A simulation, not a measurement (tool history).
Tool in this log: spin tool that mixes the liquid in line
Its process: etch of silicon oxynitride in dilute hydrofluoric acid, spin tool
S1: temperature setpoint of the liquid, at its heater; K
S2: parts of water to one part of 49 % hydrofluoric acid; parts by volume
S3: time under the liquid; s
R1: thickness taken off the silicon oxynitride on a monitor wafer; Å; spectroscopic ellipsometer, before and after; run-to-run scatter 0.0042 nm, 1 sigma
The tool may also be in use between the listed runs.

run,hour,S1,S2,S3,R1
1,0,295.15,260,45,2.3832
2,8.3,294.65,265,45,2.1154
3,11.2,294.65,265,45,2.1211
4,14,294.15,265,45,2.1256
5,20.1,292.65,265,45,1.9549
6,23.9,292.65,180,45,3.0851
7,32.5,292.65,190,45,2.8196

Run 8 comes next. What will it give?
8,35,292.65,200,45,?

R1: 2.7761 Å

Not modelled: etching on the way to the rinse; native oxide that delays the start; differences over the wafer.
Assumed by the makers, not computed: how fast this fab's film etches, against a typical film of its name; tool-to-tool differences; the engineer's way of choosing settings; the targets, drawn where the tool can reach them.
